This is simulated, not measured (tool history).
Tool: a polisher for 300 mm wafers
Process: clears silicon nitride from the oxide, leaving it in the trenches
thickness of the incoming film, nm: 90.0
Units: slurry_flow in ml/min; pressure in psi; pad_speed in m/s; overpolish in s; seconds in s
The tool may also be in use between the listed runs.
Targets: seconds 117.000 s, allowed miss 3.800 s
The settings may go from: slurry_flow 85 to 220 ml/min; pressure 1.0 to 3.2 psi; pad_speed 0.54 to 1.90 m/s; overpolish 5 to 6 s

Run 1, hour 0.0: slurry_flow 140 ml/min, pressure 2.1 psi, pad_speed 1.22 m/s, overpolish 6 s. Result: seconds 89.103 s.
Run 2, hour 3.4: slurry_flow 140 ml/min, pressure 2.1 psi, pad_speed 1.22 m/s, overpolish 5 s. Result: seconds 89.405 s.
Run 3, hour 9.0: slurry_flow 140 ml/min, pressure 2.1 psi, pad_speed 1.22 m/s, overpolish 6 s. Result: seconds 88.268 s.
Run 4, hour 9.8: slurry_flow 115 ml/min, pressure 2.1 psi, pad_speed 1.22 m/s, overpolish 6 s. Result: seconds 94.122 s.
Run 5, hour 11.1: slurry_flow 110 ml/min, pressure 2.1 psi, pad_speed 1.22 m/s, overpolish 6 s. Result: seconds 95.742 s.
Run 6, hour 12.5: slurry_flow 145 ml/min, pressure 2.1 psi, pad_speed 1.22 m/s, overpolish 6 s. Result: seconds 89.985 s.
Run 7, hour 21.1: slurry_flow 140 ml/min, pressure 2.0 psi, pad_speed 1.22 m/s, overpolish 6 s. Result: seconds 93.580 s.
Run 8, hour 29.6: slurry_flow 135 ml/min, pressure 2.0 psi, pad_speed 1.22 m/s, overpolish 6 s. Result: seconds 92.891 s.
Run 9, hour 34.9: slurry_flow 130 ml/min, pressure 1.9 psi, pad_speed 1.22 m/s, overpolish 6 s. Result: seconds 100.820 s.

Which of these 5 next moves meets every target?
Run A, hour 40.2: slurry_flow 135 ml/min, pressure 1.8 psi, pad_speed 1.42 m/s, overpolish 6 s. Result: seconds ?.
Run B, hour 40.2: slurry_flow 120 ml/min, pressure 1.7 psi, pad_speed 1.28 m/s, overpolish 5 s. Result: seconds ?.
Run C, hour 40.2: slurry_flow 125 ml/min, pressure 1.9 psi, pad_speed 1.28 m/s, overpolish 6 s. Result: seconds ?.
Run D, hour 40.2: slurry_flow 125 ml/min, pressure 1.5 psi, pad_speed 1.32 m/s, overpolish 5 s. Result: seconds ?.
Run E, hour 40.2: slurry_flow 125 ml/min, pressure 1.4 psi, pad_speed 1.30 m/s, overpolish 6 s. Result: seconds ?.

move  seconds
   A   91.966
   B  109.470
   C   97.386
   D  118.980
   E  128.840
A: further off than the last run
B: nearer than the last run, and not there yet
C: further off than the last run
D: meets every target
E: takes the result that was furthest off past its target
Answer: D
